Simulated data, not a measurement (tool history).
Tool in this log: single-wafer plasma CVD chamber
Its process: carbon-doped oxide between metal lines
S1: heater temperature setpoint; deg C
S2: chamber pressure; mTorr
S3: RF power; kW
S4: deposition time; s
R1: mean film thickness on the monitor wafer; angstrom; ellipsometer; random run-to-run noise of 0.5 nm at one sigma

Run 1, hour 0: S1 330 deg C, S2 4580 mTorr, S3 0.67 kW, S4 13.1 s. Result: R1 904.83 angstrom.
Run 2, hour 6.9: S1 330 deg C, S2 4580 mTorr, S3 0.755 kW, S4 13.1 s. Result: R1 961.94 angstrom.
Run 3, hour 12.7: S1 334 deg C, S2 4310 mTorr, S3 0.735 kW, S4 13.1 s. Result: R1 929.6 angstrom.
Run 4, hour 21.3: S1 334 deg C, S2 4310 mTorr, S3 0.735 kW, S4 13.6 s. Result: R1 953.87 angstrom.
Run 5, hour 23.7: S1 334 deg C, S2 4310 mTorr, S3 0.735 kW, S4 13.1 s. Result: R1 933.26 angstrom.
Run 6, hour 27.1: S1 337 deg C, S2 4140 mTorr, S3 0.715 kW, S4 13.1 s. Result: R1 895.55 angstrom.
Run 7, hour 28.8: S1 339 deg C, S2 4060 mTorr, S3 0.71 kW, S4 13.1 s. Result: R1 891.82 angstrom.

Expected results for the next run?
Run 8, hour 35.4: S1 340 deg C, S2 3960 mTorr, S3 0.705 kW, S4 13.1 s. Result: R1 ?.

Run 8 gave R1 890.55 angstrom.
